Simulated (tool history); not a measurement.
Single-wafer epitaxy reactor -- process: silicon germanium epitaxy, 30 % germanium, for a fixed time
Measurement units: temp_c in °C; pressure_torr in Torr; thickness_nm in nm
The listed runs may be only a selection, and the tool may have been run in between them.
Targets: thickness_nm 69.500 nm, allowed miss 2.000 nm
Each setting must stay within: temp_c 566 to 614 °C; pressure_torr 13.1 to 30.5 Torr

run,hour,temp_c,pressure_torr,thickness_nm
1,0.0,590,21.8,48.218
2,6.9,584,21.8,42.732
3,11.1,592,22.1,50.590
4,15.7,599,22.1,58.825
5,23.2,599,19.6,56.786
6,28.5,602,19.7,60.283
7,31.7,604,19.8,63.235
8,37.9,605,19.9,64.468
9,40.0,606,20.0,65.837

5 candidate next runs follow, results not yet known. Just one meets every target within its allowed miss. Identify it.
A,42.1,605,16.6,?
B,42.1,611,20.5,?
C,42.1,607,22.5,?
D,42.1,604,21.2,?
E,42.1,602,20.6,?

move,thickness_nm
A,61.633
B,73.479
C,69.470
D,64.292
E,61.227
A: misses by more than the last run did
B: the result that was furthest off in the last run now lies on the other side of its target
C: every result lands within tolerance
D: misses by more than the last run did
E: misses by more than the last run did
Correct choice: C, which meets every target
